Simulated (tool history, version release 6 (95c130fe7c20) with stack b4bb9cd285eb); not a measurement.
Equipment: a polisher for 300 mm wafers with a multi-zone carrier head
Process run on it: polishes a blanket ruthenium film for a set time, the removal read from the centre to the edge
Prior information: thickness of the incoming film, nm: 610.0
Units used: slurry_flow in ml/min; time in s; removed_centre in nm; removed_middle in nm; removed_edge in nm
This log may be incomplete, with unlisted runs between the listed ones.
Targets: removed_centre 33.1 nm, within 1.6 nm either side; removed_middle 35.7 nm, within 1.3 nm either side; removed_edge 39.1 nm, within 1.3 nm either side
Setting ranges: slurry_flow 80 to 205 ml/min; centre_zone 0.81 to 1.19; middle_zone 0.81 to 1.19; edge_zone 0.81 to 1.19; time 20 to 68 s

Run 1, hour 0: slurry_flow 135 ml/min, centre_zone 1, middle_zone 1, edge_zone 1, time 44 s. Result: removed_centre 47.004 nm, removed_middle 47.576 nm, removed_edge 48.988 nm.
Run 2, hour 0.7: slurry_flow 115 ml/min, centre_zone 1, middle_zone 1, edge_zone 1, time 44 s. Result: removed_centre 46.935 nm, removed_middle 46.091 nm, removed_edge 46.634 nm.
Run 3, hour 8.1: slurry_flow 115 ml/min, centre_zone 1, middle_zone 1, edge_zone 1.07, time 44 s. Result: removed_centre 46.012 nm, removed_middle 45.225 nm, removed_edge 48.937 nm.
Run 4, hour 8.9: slurry_flow 115 ml/min, centre_zone 0.98, middle_zone 0.99, edge_zone 1.06, time 43 s. Result: removed_centre 44.998 nm, removed_middle 43.95 nm, removed_edge 47.354 nm.
Run 5, hour 12.6: slurry_flow 115 ml/min, centre_zone 0.98, middle_zone 0.99, edge_zone 0.98, time 43 s. Result: removed_centre 44.122 nm, removed_middle 44.608 nm, removed_edge 45.534 nm.
Run 6, hour 17.5: slurry_flow 115 ml/min, centre_zone 0.98, middle_zone 1.03, edge_zone 0.98, time 43 s. Result: removed_centre 44.526 nm, removed_middle 45.816 nm, removed_edge 46.252 nm.
Run 7, hour 26.5: slurry_flow 115 ml/min, centre_zone 0.96, middle_zone 1.02, edge_zone 0.98, time 42 s. Result: removed_centre 42.241 nm, removed_middle 44.518 nm, removed_edge 44.689 nm.
Run 8, hour 34.2: slurry_flow 115 ml/min, centre_zone 0.95, middle_zone 1.01, edge_zone 0.98, time 42 s. Result: removed_centre 42.628 nm, removed_middle 43.318 nm, removed_edge 44.566 nm.
Run 9, hour 41.1: slurry_flow 115 ml/min, centre_zone 0.94, middle_zone 1.01, edge_zone 0.98, time 41 s. Result: removed_centre 40.677 nm, removed_middle 43.57 nm, removed_edge 43.705 nm.
Run 10, hour 45.4: slurry_flow 85 ml/min, centre_zone 0.86, middle_zone 0.91, edge_zone 0.94, time 37 s. Result: removed_centre 29.879 nm, removed_middle 33.322 nm, removed_edge 36.473 nm.
Run 11, hour 54.1: slurry_flow 90 ml/min, centre_zone 0.86, middle_zone 0.91, edge_zone 0.94, time 37 s. Result: removed_centre 31.527 nm, removed_middle 33.51 nm, removed_edge 37.388 nm.

Pick the move, out of 5, that brings all results within their allowed miss; only one does.
Run A, hour 62.8: slurry_flow 80 ml/min, centre_zone 0.82, middle_zone 0.95, edge_zone 0.97, time 39 s. Result: removed_centre ?, removed_middle ?, removed_edge ?.
Run B, hour 62.8: slurry_flow 80 ml/min, centre_zone 0.93, middle_zone 0.98, edge_zone 1.02, time 38 s. Result: removed_centre ?, removed_middle ?, removed_edge ?.
Run C, hour 62.8: slurry_flow 90 ml/min, centre_zone 0.81, middle_zone 1.04, edge_zone 0.93, time 39 s. Result: removed_centre ?, removed_middle ?, removed_edge ?.
Run D, hour 62.8: slurry_flow 85 ml/min, centre_zone 0.82, middle_zone 0.84, edge_zone 0.97, time 42 s. Result: removed_centre ?, removed_middle ?, removed_edge ?.
Run E, hour 62.8: slurry_flow 125 ml/min, centre_zone 0.96, middle_zone 0.83, edge_zone 0.96, time 34 s. Result: removed_centre ?, removed_middle ?, removed_edge ?.

move  removed_centre  removed_middle  removed_edge
   A          29.266          35.313         38.59
   B          32.383            35.2        38.508
   C          30.166          39.217        38.695
   D          32.203          35.388        42.132
   E           34.31          31.369        36.332
A: gets the furthest-off result to its target, but another result is out of tolerance
B: every result within its allowed miss
C: moves the result that the last run missed by most past its target, out the other side
D: gets the furthest-off result to its target, but another result is out of tolerance
E: moves away from the targets compared with the last run
The right move is B.
